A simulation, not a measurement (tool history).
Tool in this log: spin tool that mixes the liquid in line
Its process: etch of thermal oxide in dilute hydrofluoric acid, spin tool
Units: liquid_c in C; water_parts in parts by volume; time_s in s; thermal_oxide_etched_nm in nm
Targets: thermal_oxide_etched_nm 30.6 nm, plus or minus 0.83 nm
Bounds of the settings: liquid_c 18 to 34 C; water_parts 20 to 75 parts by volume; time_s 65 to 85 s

Run 1, day 0: liquid_c 26 C, water_parts 45 parts by volume, time_s 85 s. Result: thermal_oxide_etched_nm 11.086 nm.
Run 2, day 0.025: liquid_c 26 C, water_parts 35 parts by volume, time_s 85 s. Result: thermal_oxide_etched_nm 14.472 nm.
Run 3, day 0.2: liquid_c 28 C, water_parts 30 parts by volume, time_s 85 s. Result: thermal_oxide_etched_nm 18.44 nm.
Run 4, day 0.488: liquid_c 26 C, water_parts 30 parts by volume, time_s 85 s. Result: thermal_oxide_etched_nm 17.099 nm.
Run 5, day 0.771: liquid_c 28 C, water_parts 25 parts by volume, time_s 85 s. Result: thermal_oxide_etched_nm 22.387 nm.
Run 6, day 1.017: liquid_c 28 C, water_parts 35 parts by volume, time_s 85 s. Result: thermal_oxide_etched_nm 16.001 nm.
Run 7, day 1.183: liquid_c 29.5 C, water_parts 30 parts by volume, time_s 85 s. Result: thermal_oxide_etched_nm 20.009 nm.
Run 8, day 1.329: liquid_c 29.5 C, water_parts 30 parts by volume, time_s 85 s. Result: thermal_oxide_etched_nm 19.642 nm.
Run 9, day 1.658: liquid_c 30.5 C, water_parts 25 parts by volume, time_s 85 s. Result: thermal_oxide_etched_nm 24.996 nm.
Run 10, day 1.917: liquid_c 30.5 C, water_parts 25 parts by volume, time_s 85 s. Result: thermal_oxide_etched_nm 24.869 nm.
Run 11, day 2.038: liquid_c 31.5 C, water_parts 25 parts by volume, time_s 85 s. Result: thermal_oxide_etched_nm 26.143 nm.

Pick the move, out of 4, that brings all results within their allowed miss; only one does.
Run A, day 2.158: liquid_c 28 C, water_parts 20 parts by volume, time_s 85 s. Result: thermal_oxide_etched_nm ?.
Run B, day 2.158: liquid_c 30 C, water_parts 20 parts by volume, time_s 85 s. Result: thermal_oxide_etched_nm ?.
Run C, day 2.158: liquid_c 29 C, water_parts 20 parts by volume, time_s 85 s. Result: thermal_oxide_etched_nm ?.
Run D, day 2.158: liquid_c 30.5 C, water_parts 20 parts by volume, time_s 80 s. Result: thermal_oxide_etched_nm ?.

move  thermal_oxide_etched_nm
   A                   28.363
   B                   30.772
   C                   29.547
   D                   29.553
A: better than the last run, though not everything is in spec
B: each result inside its tolerance
C: better than the last run, though not everything is in spec
D: better than the last run, though not everything is in spec
Move B is the one to make.
